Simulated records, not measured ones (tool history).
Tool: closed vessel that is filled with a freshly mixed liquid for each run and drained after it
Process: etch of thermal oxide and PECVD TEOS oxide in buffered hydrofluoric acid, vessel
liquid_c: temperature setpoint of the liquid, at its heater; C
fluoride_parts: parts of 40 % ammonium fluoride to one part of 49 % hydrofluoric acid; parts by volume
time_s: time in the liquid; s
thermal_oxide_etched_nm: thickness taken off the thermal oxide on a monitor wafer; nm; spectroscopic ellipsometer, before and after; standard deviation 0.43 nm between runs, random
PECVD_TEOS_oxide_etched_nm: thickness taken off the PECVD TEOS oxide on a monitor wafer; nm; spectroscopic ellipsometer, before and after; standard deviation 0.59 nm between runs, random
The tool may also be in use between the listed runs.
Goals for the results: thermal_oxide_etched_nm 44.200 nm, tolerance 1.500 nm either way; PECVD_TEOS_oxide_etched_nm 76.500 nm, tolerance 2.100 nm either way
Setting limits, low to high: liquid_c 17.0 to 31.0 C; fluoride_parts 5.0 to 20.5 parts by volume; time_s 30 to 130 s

Run 1, hour 0.0: liquid_c 23.0 C, fluoride_parts 12.5 parts by volume, time_s 65 s. Result: thermal_oxide_etched_nm 54.397 nm, PECVD_TEOS_oxide_etched_nm 94.336 nm.
Run 2, hour 2.7: liquid_c 23.0 C, fluoride_parts 12.5 parts by volume, time_s 80 s. Result: thermal_oxide_etched_nm 65.888 nm, PECVD_TEOS_oxide_etched_nm 118.300 nm.
Run 3, hour 9.6: liquid_c 21.5 C, fluoride_parts 13.0 parts by volume, time_s 80 s. Result: thermal_oxide_etched_nm 59.113 nm, PECVD_TEOS_oxide_etched_nm 105.150 nm.
Run 4, hour 15.5: liquid_c 21.5 C, fluoride_parts 10.5 parts by volume, time_s 80 s. Result: thermal_oxide_etched_nm 74.402 nm, PECVD_TEOS_oxide_etched_nm 126.680 nm.
Run 5, hour 19.5: liquid_c 20.5 C, fluoride_parts 11.5 parts by volume, time_s 80 s. Result: thermal_oxide_etched_nm 65.203 nm, PECVD_TEOS_oxide_etched_nm 111.640 nm.
Run 6, hour 22.9: liquid_c 19.5 C, fluoride_parts 12.5 parts by volume, time_s 80 s. Result: thermal_oxide_etched_nm 55.665 nm, PECVD_TEOS_oxide_etched_nm 95.093 nm.
Run 7, hour 27.1: liquid_c 19.0 C, fluoride_parts 13.0 parts by volume, time_s 80 s. Result: thermal_oxide_etched_nm 51.903 nm, PECVD_TEOS_oxide_etched_nm 89.737 nm.
Run 8, hour 34.8: liquid_c 18.5 C, fluoride_parts 13.0 parts by volume, time_s 80 s. Result: thermal_oxide_etched_nm 50.552 nm, PECVD_TEOS_oxide_etched_nm 88.183 nm.
Run 9, hour 35.8: liquid_c 18.0 C, fluoride_parts 13.0 parts by volume, time_s 80 s. Result: thermal_oxide_etched_nm 48.642 nm, PECVD_TEOS_oxide_etched_nm 85.043 nm.
Run 10, hour 40.8: liquid_c 17.5 C, fluoride_parts 13.0 parts by volume, time_s 80 s. Result: thermal_oxide_etched_nm 48.501 nm, PECVD_TEOS_oxide_etched_nm 82.926 nm.
Run 11, hour 47.5: liquid_c 17.5 C, fluoride_parts 13.5 parts by volume, time_s 80 s. Result: thermal_oxide_etched_nm 45.963 nm, PECVD_TEOS_oxide_etched_nm 78.731 nm.

Below are 5 possible settings for the next run. Only one of them brings all results inside the allowed miss of their targets. Which is it?
Run A, hour 54.2: liquid_c 18.0 C, fluoride_parts 12.0 parts by volume, time_s 70 s. Result: thermal_oxide_etched_nm ?, PECVD_TEOS_oxide_etched_nm ?.
Run B, hour 54.2: liquid_c 17.5 C, fluoride_parts 14.0 parts by volume, time_s 80 s. Result: thermal_oxide_etched_nm ?, PECVD_TEOS_oxide_etched_nm ?.
Run C, hour 54.2: liquid_c 19.0 C, fluoride_parts 14.5 parts by volume, time_s 80 s. Result: thermal_oxide_etched_nm ?, PECVD_TEOS_oxide_etched_nm ?.
Run D, hour 54.2: liquid_c 18.5 C, fluoride_parts 18.0 parts by volume, time_s 90 s. Result: thermal_oxide_etched_nm ?, PECVD_TEOS_oxide_etched_nm ?.
Run E, hour 54.2: liquid_c 17.5 C, fluoride_parts 14.5 parts by volume, time_s 90 s. Result: thermal_oxide_etched_nm ?, PECVD_TEOS_oxide_etched_nm ?.

move  thermal_oxide_etched_nm  PECVD_TEOS_oxide_etched_nm
   A                   46.143                      80.436
   B                   44.065                      76.813
   C                   46.351                      80.798
   D                   40.962                      71.405
   E                   47.892                      83.484
A: moves away from the targets compared with the last run
B: every result within its allowed miss
C: moves away from the targets compared with the last run
D: carries the result that was furthest off beyond its target, to the other side
E: moves away from the targets compared with the last run
B is the move that brings every result within its allowed miss.
